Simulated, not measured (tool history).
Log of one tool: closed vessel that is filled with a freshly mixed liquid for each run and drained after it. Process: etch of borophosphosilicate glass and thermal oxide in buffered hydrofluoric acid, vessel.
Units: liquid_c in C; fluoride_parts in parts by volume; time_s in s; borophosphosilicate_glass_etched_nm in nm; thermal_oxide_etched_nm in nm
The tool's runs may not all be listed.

| run | hour | liquid_c | fluoride_parts | time_s | borophosphosilicate_glass_etched_nm | thermal_oxide_etched_nm |
|---|---|---|---|---|---|---|
| 1 | 0 | 23 | 15 | 60 | 171.19 | 46.355 |
| 2 | 4 | 20 | 15 | 60 | 142.72 | 39.21 |
| 3 | 9.4 | 21.5 | 15 | 60 | 156.01 | 42.342 |
| 4 | 11.4 | 22.5 | 15 | 60 | 164.84 | 45.215 |
| 5 | 20 | 24 | 15 | 60 | 179.65 | 48.761 |
| 6 | 25.4 | 25 | 15 | 60 | 187.96 | 51.758 |

Run 7 comes next. What will it give?
| 7 | 28 | 25.5 | 15 | 60 | ? | ? |

borophosphosilicate_glass_etched_nm: 193.25 nm
thermal_oxide_etched_nm: 53.037 nm
